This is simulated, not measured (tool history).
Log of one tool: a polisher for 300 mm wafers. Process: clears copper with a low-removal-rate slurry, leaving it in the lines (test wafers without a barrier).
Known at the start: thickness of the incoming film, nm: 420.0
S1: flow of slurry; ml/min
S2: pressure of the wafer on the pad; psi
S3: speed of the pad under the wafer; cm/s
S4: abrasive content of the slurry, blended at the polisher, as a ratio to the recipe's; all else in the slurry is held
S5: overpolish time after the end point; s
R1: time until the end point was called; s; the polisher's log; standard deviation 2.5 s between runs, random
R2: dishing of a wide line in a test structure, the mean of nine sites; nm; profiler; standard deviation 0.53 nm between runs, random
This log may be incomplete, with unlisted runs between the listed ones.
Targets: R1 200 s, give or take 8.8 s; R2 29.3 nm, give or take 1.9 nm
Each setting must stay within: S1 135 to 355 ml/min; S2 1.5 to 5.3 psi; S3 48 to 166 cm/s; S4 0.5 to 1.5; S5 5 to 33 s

run,day,S1,S2,S3,S4,S5,R1,R2
1,0,225,3.4,106,1,17,125.23,30.738
2,0.221,225,3,106,1,19,142.05,31.251
3,0.333,225,2.7,106,1,20,156.49,28.614
4,0.6,225,2.7,106,1.15,20,152.7,29.647
5,0.658,225,2.7,106,1.25,20,149.74,29.976
6,1.004,275,2.7,106,1.25,20,142.27,30.812
7,1.233,260,2.5,106,1.25,21,158.2,29.536
8,1.333,255,2.3,106,1.25,22,169.36,29.688
9,1.654,250,2.2,106,1.25,23,181.09,29.433

Exactly one of the 5 candidate moves below puts every result within its allowed miss. Which one?
A,1.975,135,1.9,100,1.4,25,?,?
B,1.975,145,2,112,1.2,26,?,?
C,1.975,205,2,92,1.25,24,?,?
D,1.975,205,2.4,76,1.4,29,?,?
E,1.975,230,2.4,120,1.25,21,?,?

move,R1,R2
A,233.17,24.738
B,202.51,28.722
C,232.42,24.035
D,229.85,28.594
E,149.04,31.239
A: carries the result that was furthest off beyond its target, to the other side
B: every result within its allowed miss
C: carries the result that was furthest off beyond its target, to the other side
D: carries the result that was furthest off beyond its target, to the other side
E: moves away from the targets compared with the last run
The move that meets every target is B.
